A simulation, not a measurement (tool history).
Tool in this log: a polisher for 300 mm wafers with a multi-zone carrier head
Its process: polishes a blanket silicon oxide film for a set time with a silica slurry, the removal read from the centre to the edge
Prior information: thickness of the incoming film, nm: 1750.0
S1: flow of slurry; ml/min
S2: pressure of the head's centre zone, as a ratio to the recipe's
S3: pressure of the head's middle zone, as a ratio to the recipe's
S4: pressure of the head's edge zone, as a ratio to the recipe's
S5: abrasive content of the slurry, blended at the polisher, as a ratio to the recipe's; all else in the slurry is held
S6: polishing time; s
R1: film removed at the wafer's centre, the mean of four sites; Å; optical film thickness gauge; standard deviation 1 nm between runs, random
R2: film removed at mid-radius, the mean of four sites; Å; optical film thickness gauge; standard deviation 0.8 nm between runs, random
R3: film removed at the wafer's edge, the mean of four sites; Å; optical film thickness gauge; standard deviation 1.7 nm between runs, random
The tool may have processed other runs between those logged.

run  hour   S1    S2    S3    S4    S5  S6      R1      R2      R3
  1   0.0  285  1.00  1.00  1.00  1.00  52  2038.5  2084.4  2114.9
  2   5.2  270  0.96  0.94  0.98  0.85  51  1784.8  1813.5  1891.8
  3  13.8  270  0.96  0.94  0.92  0.85  51  1751.7  1787.4  1813.9
  4  20.7  270  0.99  0.94  0.92  0.85  51  1810.6  1795.9  1800.8
  5  24.1  270  0.99  0.94  0.92  1.05  51  2026.6  1978.5  2025.2
  6  25.9  260  0.95  0.90  0.94  0.85  50  1719.0  1688.9  1790.3

Run 7 is up next; what results do you expect?
  7  31.1  215  0.85  0.81  0.99  0.60  49   ?   ?   ?

{"run 7": {"R1": 1227.1, "R2": 1274.3, "R3": 1472.9}}

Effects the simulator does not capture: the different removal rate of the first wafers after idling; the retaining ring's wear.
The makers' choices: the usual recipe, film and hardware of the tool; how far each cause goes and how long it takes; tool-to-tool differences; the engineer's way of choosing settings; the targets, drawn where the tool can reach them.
